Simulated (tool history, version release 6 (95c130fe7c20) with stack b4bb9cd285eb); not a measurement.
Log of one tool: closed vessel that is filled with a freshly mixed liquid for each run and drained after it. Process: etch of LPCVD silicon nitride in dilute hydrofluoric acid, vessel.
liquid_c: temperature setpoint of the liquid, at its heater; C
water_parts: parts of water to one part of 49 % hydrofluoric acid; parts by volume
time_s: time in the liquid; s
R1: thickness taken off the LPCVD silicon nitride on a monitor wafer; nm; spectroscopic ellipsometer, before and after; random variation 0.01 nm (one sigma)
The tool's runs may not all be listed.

{"run": 1, "hour": 0.0, "liquid_c": 25.0, "water_parts": 70, "time_s": 185, "R1": 1.5311}
{"run": 2, "hour": 2.6, "liquid_c": 22.0, "water_parts": 70, "time_s": 185, "R1": 1.2722}
{"run": 3, "hour": 3.6, "liquid_c": 22.0, "water_parts": 70, "time_s": 185, "R1": 1.2537}
{"run": 4, "hour": 9.9, "liquid_c": 23.0, "water_parts": 70, "time_s": 185, "R1": 1.3617}
{"run": 5, "hour": 16.1, "liquid_c": 23.0, "water_parts": 80, "time_s": 185, "R1": 1.1792}
{"run": 6, "hour": 23.7, "liquid_c": 24.5, "water_parts": 80, "time_s": 185, "R1": 1.3102}

The next listed run, before its measurement:
{"run": 7, "hour": 30.9, "liquid_c": 25.5, "water_parts": 80, "time_s": 185, "R1": "?"}

R1: 1.4022 nm
